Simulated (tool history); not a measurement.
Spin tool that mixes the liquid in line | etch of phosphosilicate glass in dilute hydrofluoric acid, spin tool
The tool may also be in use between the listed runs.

run  hour  temperature setpoint of the liquid (C)  parts of water to one part of 49 % hydrofluoric acid (parts by volume)  time under the liquid (s)  thickness taken off the phosphosilicate glass on a monitor wafer (angstrom)
  1     0                                      24                                                                     150                        155                                                                       582.47
  2   0.7                                      25                                                                     145                        155                                                                       631.65
  3   6.1                                      25                                                                     145                        170                                                                       699.23
  4   9.3                                      26                                                                     140                        170                                                                       753.06
  5  16.9                                    26.5                                                                     140                        170                                                                       760.78
  6    18                                    26.5                                                                     140                        155                                                                       690.94
  7  25.9                                      27                                                                     135                        155                                                                       734.54
  8  33.9                                    27.5                                                                     135                        155                                                                       754.87
  9  37.7                                      28                                                                     135                        155                                                                       765.73
 10    41                                    28.5                                                                     135                        155                                                                       775.52

Forecast run 11:
 11    42                                      29                                                                     135                        155                                                                            ?

thickness taken off the phosphosilicate glass on a monitor wafer (angstrom): 789.82

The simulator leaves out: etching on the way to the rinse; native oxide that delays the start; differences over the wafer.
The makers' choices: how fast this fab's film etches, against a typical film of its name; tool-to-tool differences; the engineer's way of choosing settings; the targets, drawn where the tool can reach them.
